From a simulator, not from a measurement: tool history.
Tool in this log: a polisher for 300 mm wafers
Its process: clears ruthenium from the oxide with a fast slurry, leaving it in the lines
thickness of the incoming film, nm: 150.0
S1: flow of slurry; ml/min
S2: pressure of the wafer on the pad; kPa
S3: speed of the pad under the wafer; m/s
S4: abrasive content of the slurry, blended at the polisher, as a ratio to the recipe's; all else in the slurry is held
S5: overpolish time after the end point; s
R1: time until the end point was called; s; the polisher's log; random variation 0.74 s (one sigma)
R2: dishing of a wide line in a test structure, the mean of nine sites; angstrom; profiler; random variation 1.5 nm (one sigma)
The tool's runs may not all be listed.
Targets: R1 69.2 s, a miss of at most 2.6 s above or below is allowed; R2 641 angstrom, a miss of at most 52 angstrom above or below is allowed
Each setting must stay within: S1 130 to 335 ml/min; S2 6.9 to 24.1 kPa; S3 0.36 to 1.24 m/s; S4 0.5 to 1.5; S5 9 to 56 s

run	hour	S1	S2	S3	S4	S5	R1	R2
1	0	215	15.2	0.8	1	29	54.166	615.21
2	1	215	14.5	0.8	1	30	56.82	585.31
3	4.6	215	15.9	0.8	1	30	51.678	618.96
4	9.7	215	18.6	0.8	1	30	43.933	730.55
5	13.5	215	17.9	0.8	1	31	45.046	711.01
6	17.6	215	17.9	0.98	1	31	38.884	825.85
7	21.2	215	17.2	0.98	1	32	40.131	816.82
8	27.1	215	16.5	0.98	1	33	41.317	830

Which of these 5 next moves meets every target?
A	33	255	15.2	0.74	1.05	43	?	?
B	33	205	11.7	0.78	1.05	40	?	?
C	33	175	11.7	0.86	1	47	?	?
D	33	220	14.5	0.86	0.95	37	?	?
E	33	240	20	1.1	1	21	?	?

move	R1	R2
A	54.377	802.65
B	68.751	628.16
C	67.04	730.58
D	54.557	711.53
E	31.025	710.42
A: closer than the last run, but not yet in spec
B: hits every target within its allowed miss
C: meets the target for the result that was furthest off, but another lies outside its allowed miss
D: closer than the last run, but not yet in spec
E: further off than the last run
Correct choice: B, which meets every target
